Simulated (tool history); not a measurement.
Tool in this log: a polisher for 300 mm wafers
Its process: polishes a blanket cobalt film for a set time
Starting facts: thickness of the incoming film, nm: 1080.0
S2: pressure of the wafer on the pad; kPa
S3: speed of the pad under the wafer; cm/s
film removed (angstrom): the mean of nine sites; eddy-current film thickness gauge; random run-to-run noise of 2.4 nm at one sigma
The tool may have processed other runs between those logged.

run 1 hour=0 | flow_of_slurry_(ml/min)=180 S2=15.9 S3=106 polishing_time_(s)=45 | film_removed_(angstrom)=3267.4
run 2 hour=3.6 | flow_of_slurry_(ml/min)=180 S2=14.5 S3=106 polishing_time_(s)=45 | film_removed_(angstrom)=2955.3
run 3 hour=9 | flow_of_slurry_(ml/min)=180 S2=13.8 S3=106 polishing_time_(s)=45 | film_removed_(angstrom)=2794
run 4 hour=11.5 | flow_of_slurry_(ml/min)=180 S2=15.9 S3=106 polishing_time_(s)=45 | film_removed_(angstrom)=3170.6
run 5 hour=18.2 | flow_of_slurry_(ml/min)=180 S2=15.9 S3=106 polishing_time_(s)=47 | film_removed_(angstrom)=3375.3
run 6 hour=22.5 | flow_of_slurry_(ml/min)=180 S2=15.9 S3=130 polishing_time_(s)=47 | film_removed_(angstrom)=4054
run 7 hour=29.1 | flow_of_slurry_(ml/min)=180 S2=13.8 S3=128 polishing_time_(s)=47 | film_removed_(angstrom)=3519.1
run 8 hour=31.6 | flow_of_slurry_(ml/min)=180 S2=12.4 S3=126 polishing_time_(s)=47 | film_removed_(angstrom)=3122.6
run 9 hour=32.7 | flow_of_slurry_(ml/min)=180 S2=11 S3=126 polishing_time_(s)=47 | film_removed_(angstrom)=2803.3
run 10 hour=33.6 | flow_of_slurry_(ml/min)=180 S2=10.3 S3=126 polishing_time_(s)=47 | film_removed_(angstrom)=2652.8
run 11 hour=42.1 | flow_of_slurry_(ml/min)=180 S2=9.7 S3=126 polishing_time_(s)=47 | film_removed_(angstrom)=2440.3

Run 12, settings as shown, results not yet in. Your forecast:
run 12 hour=48.5 | flow_of_slurry_(ml/min)=175 S2=9 S3=126 polishing_time_(s)=47 | film_removed_(angstrom)=?

Logged for run 12: film removed (angstrom) 2333.1.

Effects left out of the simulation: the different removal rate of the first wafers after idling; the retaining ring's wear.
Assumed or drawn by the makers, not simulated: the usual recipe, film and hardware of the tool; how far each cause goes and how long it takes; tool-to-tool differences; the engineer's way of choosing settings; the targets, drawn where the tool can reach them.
